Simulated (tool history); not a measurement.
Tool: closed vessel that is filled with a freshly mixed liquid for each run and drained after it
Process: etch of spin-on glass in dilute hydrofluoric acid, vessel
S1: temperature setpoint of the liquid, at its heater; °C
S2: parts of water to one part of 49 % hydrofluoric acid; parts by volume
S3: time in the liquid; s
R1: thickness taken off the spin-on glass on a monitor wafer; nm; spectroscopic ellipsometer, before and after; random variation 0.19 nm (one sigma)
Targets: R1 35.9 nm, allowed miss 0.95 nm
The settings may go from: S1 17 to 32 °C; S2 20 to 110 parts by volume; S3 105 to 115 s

run 1 hour=0 | S1=24 S2=60 S3=105 | R1=59.655
run 2 hour=3 | S1=24 S2=60 S3=105 | R1=59.345
run 3 hour=11.4 | S1=24 S2=70 S3=105 | R1=50.472
run 4 hour=14.6 | S1=24 S2=80 S3=105 | R1=43.553
run 5 hour=16.4 | S1=22.5 S2=80 S3=105 | R1=40.899
run 6 hour=20.2 | S1=21.5 S2=80 S3=105 | R1=39.089
run 7 hour=27.2 | S1=21 S2=80 S3=105 | R1=38.848
run 8 hour=36.3 | S1=20.5 S2=80 S3=105 | R1=37.638

Which of these 4 next moves meets every target?
run A hour=45.4 | S1=17.5 S2=75 S3=105 | R1=?
run B hour=45.4 | S1=20.5 S2=95 S3=115 | R1=?
run C hour=45.4 | S1=19 S2=85 S3=105 | R1=?
run D hour=45.4 | S1=23.5 S2=90 S3=105 | R1=?

move=A R1=35.729
move=B R1=34.252
move=C R1=33.219
move=D R1=37.503
A: meets every target
B: takes the result that was furthest off past its target
C: takes the result that was furthest off past its target
D: nearer than the last run, and not there yet
Answer: A

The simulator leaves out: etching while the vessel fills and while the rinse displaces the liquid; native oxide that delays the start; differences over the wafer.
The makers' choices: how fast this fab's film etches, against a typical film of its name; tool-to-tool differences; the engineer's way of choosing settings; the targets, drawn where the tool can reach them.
